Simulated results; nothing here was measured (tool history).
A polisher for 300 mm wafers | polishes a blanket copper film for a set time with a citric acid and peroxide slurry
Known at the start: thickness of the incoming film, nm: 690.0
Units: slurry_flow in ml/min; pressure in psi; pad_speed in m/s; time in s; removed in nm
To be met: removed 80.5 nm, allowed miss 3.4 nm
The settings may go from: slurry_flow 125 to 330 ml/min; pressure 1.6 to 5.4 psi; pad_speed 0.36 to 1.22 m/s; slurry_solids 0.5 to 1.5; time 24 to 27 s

run 1 hour=0 | slurry_flow=210 pressure=3.5 pad_speed=0.78 slurry_solids=1 time=27 | removed=49.448
run 2 hour=0.6 | slurry_flow=210 pressure=3.5 pad_speed=0.78 slurry_solids=0.9 time=27 | removed=46.879
run 3 hour=5.3 | slurry_flow=210 pressure=3.8 pad_speed=0.78 slurry_solids=0.9 time=27 | removed=50.811
run 4 hour=10.5 | slurry_flow=210 pressure=4.1 pad_speed=0.78 slurry_solids=0.9 time=27 | removed=55.616
run 5 hour=14.5 | slurry_flow=210 pressure=4.3 pad_speed=0.78 slurry_solids=0.9 time=27 | removed=58.016
run 6 hour=15.7 | slurry_flow=210 pressure=3.7 pad_speed=0.78 slurry_solids=0.9 time=27 | removed=50.417
run 7 hour=21.1 | slurry_flow=210 pressure=4 pad_speed=0.78 slurry_solids=0.9 time=27 | removed=53.337
run 8 hour=22 | slurry_flow=215 pressure=5 pad_speed=0.86 slurry_solids=0.9 time=27 | removed=73.609

4 next moves are on the table. One of them brings every result within its allowed miss. Which?
run A hour=22.9 | slurry_flow=225 pressure=5.1 pad_speed=0.82 slurry_solids=0.95 time=27 | removed=?
run B hour=22.9 | slurry_flow=205 pressure=5 pad_speed=0.94 slurry_solids=0.85 time=27 | removed=?
run C hour=22.9 | slurry_flow=170 pressure=4.7 pad_speed=0.9 slurry_solids=1.15 time=27 | removed=?
run D hour=22.9 | slurry_flow=185 pressure=5 pad_speed=0.96 slurry_solids=1 time=24 | removed=?

move=A removed=72.338
move=B removed=77.477
move=C removed=73.397
move=D removed=72.094
A: further off than the last run
B: meets every target
C: as far off as the last run
D: further off than the last run
Move B is the one to make.
